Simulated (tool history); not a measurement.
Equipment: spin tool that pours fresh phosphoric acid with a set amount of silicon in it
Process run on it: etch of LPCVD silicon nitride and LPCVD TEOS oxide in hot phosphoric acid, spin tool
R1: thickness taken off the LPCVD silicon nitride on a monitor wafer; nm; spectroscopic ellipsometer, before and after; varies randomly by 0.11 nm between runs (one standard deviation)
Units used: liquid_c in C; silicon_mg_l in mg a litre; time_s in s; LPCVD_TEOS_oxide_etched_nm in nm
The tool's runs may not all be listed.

Run 1, hour 0.0: liquid_c 163.0 C, silicon_mg_l 15.0 mg a litre, time_s 180 s. Result: R1 18.837 nm, LPCVD_TEOS_oxide_etched_nm 0.38354 nm.
Run 2, hour 1.7: liquid_c 164.0 C, silicon_mg_l 18.0 mg a litre, time_s 200 s. Result: R1 21.616 nm, LPCVD_TEOS_oxide_etched_nm 0.48147 nm.
Run 3, hour 3.0: liquid_c 164.0 C, silicon_mg_l 22.5 mg a litre, time_s 200 s. Result: R1 21.563 nm, LPCVD_TEOS_oxide_etched_nm 0.45168 nm.
Run 4, hour 4.2: liquid_c 164.0 C, silicon_mg_l 14.0 mg a litre, time_s 200 s. Result: R1 21.570 nm, LPCVD_TEOS_oxide_etched_nm 0.48864 nm.
Run 5, hour 10.6: liquid_c 163.5 C, silicon_mg_l 17.5 mg a litre, time_s 220 s. Result: R1 23.385 nm, LPCVD_TEOS_oxide_etched_nm 0.55154 nm.
Run 6, hour 16.5: liquid_c 163.5 C, silicon_mg_l 17.5 mg a litre, time_s 250 s. Result: R1 26.486 nm, LPCVD_TEOS_oxide_etched_nm 0.63380 nm.
Run 7, hour 21.2: liquid_c 163.5 C, silicon_mg_l 21.5 mg a litre, time_s 260 s. Result: R1 27.871 nm, LPCVD_TEOS_oxide_etched_nm 0.55824 nm.
Run 8, hour 24.3: liquid_c 164.0 C, silicon_mg_l 24.5 mg a litre, time_s 265 s. Result: R1 28.762 nm, LPCVD_TEOS_oxide_etched_nm 0.51859 nm.
Run 9, hour 26.0: liquid_c 164.5 C, silicon_mg_l 25.0 mg a litre, time_s 265 s. Result: R1 29.309 nm, LPCVD_TEOS_oxide_etched_nm 0.56103 nm.
Run 10, hour 31.4: liquid_c 165.0 C, silicon_mg_l 26.5 mg a litre, time_s 265 s. Result: R1 29.601 nm, LPCVD_TEOS_oxide_etched_nm 0.54856 nm.

For run 11, what comes out?
Run 11, hour 36.5: liquid_c 165.5 C, silicon_mg_l 27.5 mg a litre, time_s 265 s. Result: R1 ?, LPCVD_TEOS_oxide_etched_nm ?.

{"run 11": {"R1": 29.83, "LPCVD_TEOS_oxide_etched_nm": 0.58799}}
